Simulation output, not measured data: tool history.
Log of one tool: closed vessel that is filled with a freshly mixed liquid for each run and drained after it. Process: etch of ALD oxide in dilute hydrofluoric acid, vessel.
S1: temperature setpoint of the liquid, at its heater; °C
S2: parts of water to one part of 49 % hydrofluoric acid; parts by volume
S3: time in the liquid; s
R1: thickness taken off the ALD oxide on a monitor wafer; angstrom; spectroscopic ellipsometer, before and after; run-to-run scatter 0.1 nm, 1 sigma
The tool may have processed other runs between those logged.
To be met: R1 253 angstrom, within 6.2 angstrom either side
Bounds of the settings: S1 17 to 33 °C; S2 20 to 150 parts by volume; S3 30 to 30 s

{"run": 1, "hour": 0.0, "S1": 25, "S2": 85, "S3": 30, "R1": 97.671}
{"run": 2, "hour": 6.0, "S1": 25, "S2": 110, "S3": 30, "R1": 72.45}
{"run": 3, "hour": 10.1, "S1": 25, "S2": 80, "S3": 30, "R1": 104.16}
{"run": 4, "hour": 11.5, "S1": 28.5, "S2": 80, "S3": 30, "R1": 118.72}
{"run": 5, "hour": 20.3, "S1": 25.5, "S2": 80, "S3": 30, "R1": 106.15}
{"run": 6, "hour": 22.3, "S1": 25.5, "S2": 80, "S3": 30, "R1": 106.26}
{"run": 7, "hour": 27.9, "S1": 26.5, "S2": 70, "S3": 30, "R1": 127.65}
{"run": 8, "hour": 36.1, "S1": 27.5, "S2": 65, "S3": 30, "R1": 144.13}
{"run": 9, "hour": 43.2, "S1": 28.5, "S2": 60, "S3": 30, "R1": 165.01}
{"run": 10, "hour": 48.4, "S1": 32.5, "S2": 40, "S3": 30, "R1": 297.33}
{"run": 11, "hour": 49.6, "S1": 32, "S2": 40, "S3": 30, "R1": 292.95}
{"run": 12, "hour": 54.0, "S1": 31.5, "S2": 40, "S3": 30, "R1": 285.02}
{"run": 13, "hour": 59.3, "S1": 31.5, "S2": 40, "S3": 30, "R1": 285.45}
{"run": 14, "hour": 67.8, "S1": 31, "S2": 40, "S3": 30, "R1": 278.15}
{"run": 15, "hour": 72.0, "S1": 30.5, "S2": 40, "S3": 30, "R1": 276.27}

5 next moves are on the table. One of them brings every result within its allowed miss. Which?
{"run": "A", "hour": 76.2, "S1": 31.5, "S2": 45, "S3": 30, "R1": "?"}
{"run": "B", "hour": 76.2, "S1": 30, "S2": 45, "S3": 30, "R1": "?"}
{"run": "C", "hour": 76.2, "S1": 29.5, "S2": 40, "S3": 30, "R1": "?"}
{"run": "D", "hour": 76.2, "S1": 29, "S2": 35, "S3": 30, "R1": "?"}
{"run": "E", "hour": 76.2, "S1": 30, "S2": 40, "S3": 30, "R1": "?"}

move=A R1=251.11
move=B R1=236.77
move=C R1=263.17
move=D R1=297.09
move=E R1=268.44
A: meets every target
B: takes the biggest miss from the last run beyond its target
C: nearer than the last run, and not there yet
D: its largest miss is bigger than the last run's
E: nearer than the last run, and not there yet
So the answer is move A, the one that meets all the targets.
